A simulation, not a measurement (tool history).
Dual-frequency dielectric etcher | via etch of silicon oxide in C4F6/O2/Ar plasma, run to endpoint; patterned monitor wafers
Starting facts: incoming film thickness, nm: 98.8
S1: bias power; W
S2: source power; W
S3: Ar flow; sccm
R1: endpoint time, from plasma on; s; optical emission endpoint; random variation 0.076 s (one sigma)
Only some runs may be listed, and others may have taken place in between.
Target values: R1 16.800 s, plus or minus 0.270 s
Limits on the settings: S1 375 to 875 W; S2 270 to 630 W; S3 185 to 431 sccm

run 1 hour=0.0 | S1=625 S2=450 S3=308 | R1=18.235
run 2 hour=8.0 | S1=647 S2=450 S3=308 | R1=17.974
run 3 hour=16.0 | S1=665 S2=450 S3=308 | R1=17.801
run 4 hour=20.0 | S1=665 S2=390 S3=308 | R1=18.629
run 5 hour=27.7 | S1=614 S2=390 S3=308 | R1=19.167
run 6 hour=31.4 | S1=614 S2=310 S3=308 | R1=20.376
run 7 hour=39.9 | S1=658 S2=320 S3=306 | R1=19.625
run 8 hour=43.0 | S1=783 S2=360 S3=300 | R1=17.448

Pick the move, out of 5, that brings all results within their allowed miss; only one does.
run A hour=46.1 | S1=782 S2=370 S3=313 | R1=?
run B hour=46.1 | S1=758 S2=350 S3=289 | R1=?
run C hour=46.1 | S1=758 S2=350 S3=269 | R1=?
run D hour=46.1 | S1=695 S2=350 S3=292 | R1=?
run E hour=46.1 | S1=788 S2=370 S3=262 | R1=?

move=A R1=17.273
move=B R1=17.548
move=C R1=17.321
move=D R1=18.329
move=E R1=16.672
A: nearer the targets than the last run, but a result is still out of spec
B: lands further from the targets than the last run did
C: nearer the targets than the last run, but a result is still out of spec
D: lands further from the targets than the last run did
E: all results in spec
E is the move that brings every result within its allowed miss.

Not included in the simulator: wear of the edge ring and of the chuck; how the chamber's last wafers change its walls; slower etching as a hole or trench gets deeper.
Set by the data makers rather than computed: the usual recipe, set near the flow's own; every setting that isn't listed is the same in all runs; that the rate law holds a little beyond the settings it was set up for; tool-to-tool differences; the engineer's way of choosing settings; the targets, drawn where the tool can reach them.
